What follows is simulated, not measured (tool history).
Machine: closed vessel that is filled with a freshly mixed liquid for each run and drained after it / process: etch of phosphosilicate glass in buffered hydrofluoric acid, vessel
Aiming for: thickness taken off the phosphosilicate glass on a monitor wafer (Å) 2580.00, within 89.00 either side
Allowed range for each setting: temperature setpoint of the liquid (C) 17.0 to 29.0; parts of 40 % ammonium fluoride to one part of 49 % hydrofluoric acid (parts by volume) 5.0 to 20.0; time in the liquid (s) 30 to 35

run	day	temperature setpoint of the liquid (C)	parts of 40 % ammonium fluoride to one part of 49 % hydrofluoric acid (parts by volume)	time in the liquid (s)	thickness taken off the phosphosilicate glass on a monitor wafer (Å)
1	0.000	21.0	12.0	35	1168.50
2	0.183	21.0	14.0	35	999.16
3	0.288	21.0	11.5	35	1233.20
4	0.379	22.5	11.0	35	1374.40
5	0.625	22.5	11.0	30	1181.30
6	0.796	24.5	11.0	30	1346.50
7	1.062	25.5	10.0	30	1548.20
8	1.125	26.0	9.0	30	1706.10
9	1.338	29.0	5.0	30	3496.80
10	1.708	28.0	5.0	30	3260.20
11	2.067	27.0	5.0	30	3143.40
12	2.325	26.0	5.0	30	2967.10
13	2.362	25.5	5.0	30	2873.80
14	2.738	25.5	5.0	30	2928.70
15	2.788	25.0	5.0	30	2792.60

Pick the move, out of 4, that brings all results within their allowed miss; only one does.
A	2.838	23.5	5.0	35	?
B	2.838	23.5	5.0	30	?
C	2.838	24.0	5.5	35	?
D	2.838	26.0	5.0	30	?

move	thickness taken off the phosphosilicate glass on a monitor wafer (Å)
A	3030.40
B	2597.50
C	2873.90
D	2978.20
A: its largest miss is bigger than the last run's
B: every result lands within tolerance
C: its largest miss is bigger than the last run's
D: its largest miss is bigger than the last run's
B meets every target.
